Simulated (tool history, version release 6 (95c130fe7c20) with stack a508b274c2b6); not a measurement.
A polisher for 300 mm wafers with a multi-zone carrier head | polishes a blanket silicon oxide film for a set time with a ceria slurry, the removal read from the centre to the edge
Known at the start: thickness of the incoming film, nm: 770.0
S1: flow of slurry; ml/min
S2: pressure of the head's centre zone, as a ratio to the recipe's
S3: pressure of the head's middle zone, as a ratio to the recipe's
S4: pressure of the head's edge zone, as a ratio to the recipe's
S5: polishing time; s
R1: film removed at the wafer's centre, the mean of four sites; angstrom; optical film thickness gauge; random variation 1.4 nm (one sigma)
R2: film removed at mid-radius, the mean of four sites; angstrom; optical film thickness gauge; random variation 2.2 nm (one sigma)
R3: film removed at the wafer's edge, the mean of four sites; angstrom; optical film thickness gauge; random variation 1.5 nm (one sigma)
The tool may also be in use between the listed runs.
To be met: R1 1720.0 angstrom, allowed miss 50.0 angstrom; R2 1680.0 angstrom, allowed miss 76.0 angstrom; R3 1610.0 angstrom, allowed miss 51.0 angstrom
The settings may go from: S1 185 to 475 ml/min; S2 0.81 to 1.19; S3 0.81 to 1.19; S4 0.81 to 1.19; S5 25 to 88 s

{"run": 1, "hour": 0.0, "S1": 305, "S2": 1.0, "S3": 1.0, "S4": 1.0, "S5": 56, "R1": 1438.7, "R2": 1426.2, "R3": 1433.0}
{"run": 2, "hour": 4.9, "S1": 305, "S2": 0.94, "S3": 1.0, "S4": 1.0, "S5": 56, "R1": 1364.1, "R2": 1471.2, "R3": 1394.6}
{"run": 3, "hour": 6.9, "S1": 315, "S2": 0.98, "S3": 1.03, "S4": 1.01, "S5": 57, "R1": 1430.2, "R2": 1547.9, "R3": 1439.7}
{"run": 4, "hour": 11.5, "S1": 320, "S2": 1.02, "S3": 1.04, "S4": 1.02, "S5": 58, "R1": 1516.1, "R2": 1593.4, "R3": 1506.3}
{"run": 5, "hour": 14.9, "S1": 320, "S2": 1.02, "S3": 1.04, "S4": 1.02, "S5": 47, "R1": 1221.2, "R2": 1263.1, "R3": 1214.6}
{"run": 6, "hour": 18.8, "S1": 325, "S2": 1.06, "S3": 1.06, "S4": 1.03, "S5": 50, "R1": 1364.4, "R2": 1372.4, "R3": 1300.0}
{"run": 7, "hour": 24.6, "S1": 330, "S2": 1.08, "S3": 1.07, "S4": 1.06, "S5": 52, "R1": 1449.9, "R2": 1453.7, "R3": 1363.5}
{"run": 8, "hour": 27.6, "S1": 330, "S2": 1.09, "S3": 1.07, "S4": 1.08, "S5": 54, "R1": 1532.4, "R2": 1491.4, "R3": 1423.0}
{"run": 9, "hour": 34.4, "S1": 335, "S2": 1.09, "S3": 1.07, "S4": 1.1, "S5": 55, "R1": 1543.1, "R2": 1522.5, "R3": 1480.1}
{"run": 10, "hour": 40.7, "S1": 340, "S2": 1.1, "S3": 1.08, "S4": 1.12, "S5": 56, "R1": 1598.0, "R2": 1602.2, "R3": 1512.2}
{"run": 11, "hour": 44.1, "S1": 345, "S2": 1.11, "S3": 1.08, "S4": 1.14, "S5": 56, "R1": 1606.9, "R2": 1543.5, "R3": 1506.4}
{"run": 12, "hour": 49.2, "S1": 345, "S2": 1.11, "S3": 1.09, "S4": 1.15, "S5": 57, "R1": 1620.3, "R2": 1596.3, "R3": 1556.6}
{"run": 13, "hour": 56.2, "S1": 350, "S2": 1.12, "S3": 1.1, "S4": 1.15, "S5": 57, "R1": 1685.7, "R2": 1647.5, "R3": 1581.7}
{"run": 14, "hour": 57.7, "S1": 355, "S2": 1.12, "S3": 1.1, "S4": 1.15, "S5": 57, "R1": 1669.8, "R2": 1626.7, "R3": 1551.5}
{"run": 15, "hour": 63.3, "S1": 355, "S2": 1.12, "S3": 1.1, "S4": 1.16, "S5": 57, "R1": 1660.1, "R2": 1591.3, "R3": 1570.3}

4 next moves are on the table. One of them brings every result within its allowed miss. Which?
{"run": "A", "hour": 68.9, "S1": 365, "S2": 1.15, "S3": 0.98, "S4": 1.19, "S5": 57, "R1": "?", "R2": "?", "R3": "?"}
{"run": "B", "hour": 68.9, "S1": 395, "S2": 1.09, "S3": 1.07, "S4": 1.1, "S5": 56, "R1": "?", "R2": "?", "R3": "?"}
{"run": "C", "hour": 68.9, "S1": 310, "S2": 1.09, "S3": 1.04, "S4": 1.05, "S5": 61, "R1": "?", "R2": "?", "R3": "?"}
{"run": "D", "hour": 68.9, "S1": 275, "S2": 1.1, "S3": 1.16, "S4": 1.09, "S5": 57, "R1": "?", "R2": "?", "R3": "?"}

move=A R1=1699.9 R2=1498.8 R3=1610.7
move=B R1=1590.7 R2=1578.8 R3=1523.0
move=C R1=1706.9 R2=1661.4 R3=1604.8
move=D R1=1598.6 R2=1673.8 R3=1517.7
A: brings the result that was furthest off to its target, and leaves another outside
B: further off than the last run
C: meets every target
D: further off than the last run
The right move is C.

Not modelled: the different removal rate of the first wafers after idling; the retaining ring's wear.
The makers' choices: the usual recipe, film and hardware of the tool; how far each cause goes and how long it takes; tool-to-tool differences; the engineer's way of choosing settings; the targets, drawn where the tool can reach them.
